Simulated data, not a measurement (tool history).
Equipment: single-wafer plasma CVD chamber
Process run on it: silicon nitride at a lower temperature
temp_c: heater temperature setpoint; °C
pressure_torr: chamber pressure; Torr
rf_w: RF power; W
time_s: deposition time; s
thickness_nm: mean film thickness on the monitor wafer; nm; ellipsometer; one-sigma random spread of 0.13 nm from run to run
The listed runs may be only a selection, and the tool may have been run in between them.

Run 1, hour 0: temp_c 335 °C, pressure_torr 2.09 Torr, rf_w 330 W, time_s 27.4 s. Result: thickness_nm 39.97 nm.
Run 2, hour 8: temp_c 335 °C, pressure_torr 2.42 Torr, rf_w 330 W, time_s 27.4 s. Result: thickness_nm 41.924 nm.
Run 3, hour 15: temp_c 335 °C, pressure_torr 2.68 Torr, rf_w 330 W, time_s 27.4 s. Result: thickness_nm 43.022 nm.
Run 4, hour 20: temp_c 335 °C, pressure_torr 2.29 Torr, rf_w 320 W, time_s 27.4 s. Result: thickness_nm 40.673 nm.
Run 5, hour 21.9: temp_c 335 °C, pressure_torr 2.02 Torr, rf_w 315 W, time_s 27.4 s. Result: thickness_nm 38.785 nm.
Run 6, hour 25.7: temp_c 335 °C, pressure_torr 2.25 Torr, rf_w 315 W, time_s 27.4 s. Result: thickness_nm 40.066 nm.
Run 7, hour 28.9: temp_c 335 °C, pressure_torr 2.02 Torr, rf_w 310 W, time_s 27.4 s. Result: thickness_nm 38.303 nm.

What does the tool deliver on the next run?
Run 8, hour 37.3: temp_c 335 °C, pressure_torr 1.89 Torr, rf_w 310 W, time_s 27.4 s. Result: thickness_nm ?.

Run 8 came out at thickness_nm 37.55 nm.
